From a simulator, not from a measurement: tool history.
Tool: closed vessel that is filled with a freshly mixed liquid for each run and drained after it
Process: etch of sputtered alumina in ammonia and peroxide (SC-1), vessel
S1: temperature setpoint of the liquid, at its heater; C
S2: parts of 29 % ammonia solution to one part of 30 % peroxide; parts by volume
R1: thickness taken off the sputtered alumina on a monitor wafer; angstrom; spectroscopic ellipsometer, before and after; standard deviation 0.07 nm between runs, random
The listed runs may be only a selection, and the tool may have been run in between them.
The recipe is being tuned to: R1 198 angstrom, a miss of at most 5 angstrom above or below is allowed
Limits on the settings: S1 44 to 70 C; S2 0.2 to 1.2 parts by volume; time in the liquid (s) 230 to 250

Run 1, hour 0: S1 60 C, S2 0.85 parts by volume, time in the liquid (s) 230. Result: R1 310.27 angstrom.
Run 2, hour 5: S1 60 C, S2 0.85 parts by volume, time in the liquid (s) 250. Result: R1 335.7 angstrom.
Run 3, hour 6.2: S1 60 C, S2 0.95 parts by volume, time in the liquid (s) 250. Result: R1 339.41 angstrom.
Run 4, hour 11.3: S1 60 C, S2 1.1 parts by volume, time in the liquid (s) 250. Result: R1 346.09 angstrom.
Run 5, hour 12.4: S1 53 C, S2 1.1 parts by volume, time in the liquid (s) 250. Result: R1 237.79 angstrom.
Run 6, hour 16.9: S1 52.5 C, S2 1.1 parts by volume, time in the liquid (s) 250. Result: R1 229.95 angstrom.
Run 7, hour 21.1: S1 52 C, S2 1.1 parts by volume, time in the liquid (s) 250. Result: R1 225.67 angstrom.
Run 8, hour 25.7: S1 51.5 C, S2 1.1 parts by volume, time in the liquid (s) 250. Result: R1 220.11 angstrom.
Run 9, hour 32.6: S1 51 C, S2 1.1 parts by volume, time in the liquid (s) 250. Result: R1 212.98 angstrom.
Run 10, hour 39.8: S1 50.5 C, S2 1.1 parts by volume, time in the liquid (s) 250. Result: R1 207.82 angstrom.

5 next moves are on the table. One of them brings every result within its allowed miss. Which?
Run A, hour 47: S1 53 C, S2 1.15 parts by volume, time in the liquid (s) 230. Result: R1 ?.
Run B, hour 47: S1 53 C, S2 1.05 parts by volume, time in the liquid (s) 235. Result: R1 ?.
Run C, hour 47: S1 51.5 C, S2 1 parts by volume, time in the liquid (s) 230. Result: R1 ?.
Run D, hour 47: S1 52 C, S2 0.9 parts by volume, time in the liquid (s) 250. Result: R1 ?.
Run E, hour 47: S1 50.5 C, S2 1.2 parts by volume, time in the liquid (s) 250. Result: R1 ?.

move      R1
   A  220.61
   B  223.46
   C  200.72
   D  221.94
   E   210.2
A: moves away from the targets compared with the last run
B: moves away from the targets compared with the last run
C: each result inside its tolerance
D: moves away from the targets compared with the last run
E: moves away from the targets compared with the last run
C is the move that brings every result within its allowed miss.
